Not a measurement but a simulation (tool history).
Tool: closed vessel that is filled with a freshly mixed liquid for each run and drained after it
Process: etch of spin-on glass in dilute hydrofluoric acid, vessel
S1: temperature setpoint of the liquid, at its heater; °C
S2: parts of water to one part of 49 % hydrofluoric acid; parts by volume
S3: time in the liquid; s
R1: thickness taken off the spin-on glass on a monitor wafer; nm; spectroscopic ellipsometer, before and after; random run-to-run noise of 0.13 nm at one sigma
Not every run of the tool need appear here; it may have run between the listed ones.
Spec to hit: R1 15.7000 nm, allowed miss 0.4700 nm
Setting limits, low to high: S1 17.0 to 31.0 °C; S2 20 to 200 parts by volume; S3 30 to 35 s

{"run": 1, "hour": 0.0, "S1": 23.0, "S2": 110, "S3": 35, "R1": 12.867}
{"run": 2, "hour": 3.7, "S1": 23.0, "S2": 135, "S3": 35, "R1": 10.19}
{"run": 3, "hour": 5.7, "S1": 23.0, "S2": 135, "S3": 35, "R1": 10.452}
{"run": 4, "hour": 14.1, "S1": 21.0, "S2": 135, "S3": 35, "R1": 9.3952}
{"run": 5, "hour": 22.3, "S1": 22.5, "S2": 135, "S3": 35, "R1": 10.025}
{"run": 6, "hour": 30.7, "S1": 24.5, "S2": 135, "S3": 35, "R1": 10.965}
{"run": 7, "hour": 39.4, "S1": 24.5, "S2": 135, "S3": 35, "R1": 10.851}
{"run": 8, "hour": 42.4, "S1": 28.5, "S2": 120, "S3": 35, "R1": 14.822}
{"hour": 48.0, "done": "hydrofluoric acid flow meter replaced"}
{"run": 9, "hour": 48.0, "S1": 29.5, "S2": 120, "S3": 35, "R1": 14.116}

Which single option among these 4 for the next run brings every result within its allowed miss of target? Just one does.
{"run": "A", "hour": 53.6, "S1": 31.0, "S2": 115, "S3": 35, "R1": "?"}
{"run": "B", "hour": 53.6, "S1": 28.5, "S2": 115, "S3": 35, "R1": "?"}
{"run": "C", "hour": 53.6, "S1": 30.0, "S2": 120, "S3": 35, "R1": "?"}
{"run": "D", "hour": 53.6, "S1": 26.0, "S2": 80, "S3": 30, "R1": "?"}

move=A R1=15.6450
move=B R1=14.2590
move=C R1=14.3520
move=D R1=16.7170
A: hits every target within its allowed miss
B: nearer than the last run, and not there yet
C: nearer than the last run, and not there yet
D: pushes the last run's worst result past its target
Correct choice: A, which meets every target
